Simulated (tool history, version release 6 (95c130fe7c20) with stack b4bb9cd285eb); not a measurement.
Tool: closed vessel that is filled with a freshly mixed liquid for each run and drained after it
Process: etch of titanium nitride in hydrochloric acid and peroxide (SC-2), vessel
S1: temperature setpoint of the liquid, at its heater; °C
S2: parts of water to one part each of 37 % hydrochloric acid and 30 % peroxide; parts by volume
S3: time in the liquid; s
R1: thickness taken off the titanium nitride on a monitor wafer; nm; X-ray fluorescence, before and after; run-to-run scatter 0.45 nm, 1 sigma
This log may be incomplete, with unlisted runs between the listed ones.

run	hour	S1	S2	S3	R1
1	0	49	11.5	2675	42.875
2	8.4	42.5	11.5	2675	27.579
3	15.6	35.5	11.5	2675	16.755
4	25.5	40	11.5	2675	22.954
5	34.7	46.5	11.5	2675	36.432
6	39.5	41.5	11.5	2675	25.676
7	43.6	47.5	11.5	2675	38.739
8	51.5	52	11.5	2675	51.962

Run 9 has not been measured yet. What should we expect?
# hour 58: thermometer replaced
9	58	55.5	11.5	2675	?

For run 9 the tool returned R1 61.101 nm.

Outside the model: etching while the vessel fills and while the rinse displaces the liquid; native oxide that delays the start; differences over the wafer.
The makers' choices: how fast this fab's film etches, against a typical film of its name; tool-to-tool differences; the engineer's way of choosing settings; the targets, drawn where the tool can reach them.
